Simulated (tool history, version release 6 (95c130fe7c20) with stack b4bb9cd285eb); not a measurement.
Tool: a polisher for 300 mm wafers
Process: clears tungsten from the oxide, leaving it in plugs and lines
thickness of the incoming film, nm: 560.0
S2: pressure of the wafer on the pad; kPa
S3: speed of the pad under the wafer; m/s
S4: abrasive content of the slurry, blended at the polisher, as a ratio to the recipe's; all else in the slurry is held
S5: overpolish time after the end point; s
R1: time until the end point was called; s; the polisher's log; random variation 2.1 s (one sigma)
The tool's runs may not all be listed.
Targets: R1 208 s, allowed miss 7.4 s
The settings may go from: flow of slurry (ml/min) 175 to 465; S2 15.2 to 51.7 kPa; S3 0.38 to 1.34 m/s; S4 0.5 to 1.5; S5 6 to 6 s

Run 1, hour 0: flow of slurry (ml/min) 295, S2 33.1 kPa, S3 0.86 m/s, S4 1, S5 6 s. Result: R1 108.29 s.
Run 2, hour 5.8: flow of slurry (ml/min) 255, S2 33.1 kPa, S3 0.86 m/s, S4 1, S5 6 s. Result: R1 109.86 s.
Run 3, hour 12.2: flow of slurry (ml/min) 305, S2 33.1 kPa, S3 0.86 m/s, S4 1, S5 6 s. Result: R1 108.14 s.
Run 4, hour 20.9: flow of slurry (ml/min) 305, S2 33.1 kPa, S3 0.86 m/s, S4 1, S5 6 s. Result: R1 109.27 s.
Run 5, hour 24.1: flow of slurry (ml/min) 305, S2 29.6 kPa, S3 0.84 m/s, S4 1, S5 6 s. Result: R1 124.18 s.
Run 6, hour 30.4: flow of slurry (ml/min) 240, S2 29.6 kPa, S3 0.84 m/s, S4 1, S5 6 s. Result: R1 128.39 s.
Run 7, hour 39.4: flow of slurry (ml/min) 240, S2 26.9 kPa, S3 0.84 m/s, S4 1, S5 6 s. Result: R1 141.49 s.
Run 8, hour 45.6: flow of slurry (ml/min) 240, S2 17.2 kPa, S3 0.82 m/s, S4 1, S5 6 s. Result: R1 218.31 s.

5 next moves are on the table. One of them brings every result within its allowed miss. Which?
Run A, hour 51.8: flow of slurry (ml/min) 195, S2 21.4 kPa, S3 0.72 m/s, S4 0.75, S5 6 s. Result: R1 ?.
Run B, hour 51.8: flow of slurry (ml/min) 250, S2 15.9 kPa, S3 0.88 m/s, S4 1, S5 6 s. Result: R1 ?.
Run C, hour 51.8: flow of slurry (ml/min) 305, S2 15.2 kPa, S3 0.84 m/s, S4 1.15, S5 6 s. Result: R1 ?.
Run D, hour 51.8: flow of slurry (ml/min) 175, S2 17.2 kPa, S3 0.92 m/s, S4 1.25, S5 6 s. Result: R1 ?.
Run E, hour 51.8: flow of slurry (ml/min) 220, S2 26.2 kPa, S3 0.64 m/s, S4 0.7, S5 6 s. Result: R1 ?.

move      R1
   A  224.78
   B  219.47
   C  225.68
   D  193.39
   E  207.14
A: further off than the last run
B: further off than the last run
C: further off than the last run
D: takes the result that was furthest off past its target
E: meets every target
The right move is E.
